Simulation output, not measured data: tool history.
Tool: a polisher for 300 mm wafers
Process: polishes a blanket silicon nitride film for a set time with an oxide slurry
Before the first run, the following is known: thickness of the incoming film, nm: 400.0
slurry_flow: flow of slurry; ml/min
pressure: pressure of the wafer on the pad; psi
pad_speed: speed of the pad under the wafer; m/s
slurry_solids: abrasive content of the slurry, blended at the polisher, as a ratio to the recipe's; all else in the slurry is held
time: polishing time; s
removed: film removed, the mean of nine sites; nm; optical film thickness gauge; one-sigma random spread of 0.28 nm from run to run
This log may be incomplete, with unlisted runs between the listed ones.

{"run": 1, "day": 0.0, "slurry_flow": 320, "pressure": 3.4, "pad_speed": 1.34, "slurry_solids": 1.0, "time": 49, "removed": 37.555}
{"run": 2, "day": 0.267, "slurry_flow": 320, "pressure": 3.4, "pad_speed": 1.6, "slurry_solids": 1.0, "time": 49, "removed": 42.999}
{"run": 3, "day": 0.421, "slurry_flow": 320, "pressure": 3.1, "pad_speed": 1.6, "slurry_solids": 1.0, "time": 49, "removed": 40.786}
{"run": 4, "day": 0.671, "slurry_flow": 320, "pressure": 3.1, "pad_speed": 1.6, "slurry_solids": 1.0, "time": 49, "removed": 40.566}
{"run": 5, "day": 0.725, "slurry_flow": 320, "pressure": 2.8, "pad_speed": 1.54, "slurry_solids": 1.0, "time": 49, "removed": 35.559}
{"run": 6, "day": 1.1, "slurry_flow": 320, "pressure": 2.6, "pad_speed": 1.52, "slurry_solids": 1.0, "time": 49, "removed": 33.579}
{"run": 7, "day": 1.412, "slurry_flow": 320, "pressure": 1.6, "pad_speed": 1.36, "slurry_solids": 1.0, "time": 49, "removed": 21.218}

What does the tool deliver on the next run?
{"run": 8, "day": 1.712, "slurry_flow": 320, "pressure": 1.7, "pad_speed": 1.36, "slurry_solids": 1.0, "time": 49, "removed": "?"}

removed: 21.842 nm

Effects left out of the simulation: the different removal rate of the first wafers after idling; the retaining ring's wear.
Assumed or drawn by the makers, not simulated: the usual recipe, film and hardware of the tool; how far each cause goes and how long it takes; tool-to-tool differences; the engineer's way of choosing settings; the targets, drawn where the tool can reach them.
